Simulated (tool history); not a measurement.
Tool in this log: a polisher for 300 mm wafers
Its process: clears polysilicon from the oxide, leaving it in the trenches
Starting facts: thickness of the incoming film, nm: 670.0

| run | hour | flow of slurry (ml/min) | pressure of the wafer on the pad (psi) | speed of the pad under the wafer (m/s) | overpolish time after the end point (s) | time until the end point was called (s) | dishing of a wide line in a test structure (nm) |
|---|---|---|---|---|---|---|---|
| 1 | 0.0 | 215 | 2.9 | 0.82 | 14 | 55.627 | 53.630 |
| 2 | 1.1 | 215 | 2.7 | 0.82 | 12 | 59.170 | 51.661 |
| 3 | 3.3 | 215 | 2.7 | 0.64 | 12 | 73.195 | 49.328 |
| 4 | 8.8 | 235 | 2.8 | 0.58 | 10 | 78.048 | 46.019 |
| 5 | 13.1 | 255 | 3.0 | 0.54 | 9 | 73.826 | 43.786 |
| 6 | 16.0 | 310 | 3.0 | 0.54 | 9 | 72.854 | 43.727 |

The next listed run, before its measurement:
| 7 | 19.1 | 315 | 3.1 | 0.50 | 8 | ? | ? |

Run 7 came out at time until the end point was called (s) 77.659, dishing of a wide line in a test structure (nm) 40.611.

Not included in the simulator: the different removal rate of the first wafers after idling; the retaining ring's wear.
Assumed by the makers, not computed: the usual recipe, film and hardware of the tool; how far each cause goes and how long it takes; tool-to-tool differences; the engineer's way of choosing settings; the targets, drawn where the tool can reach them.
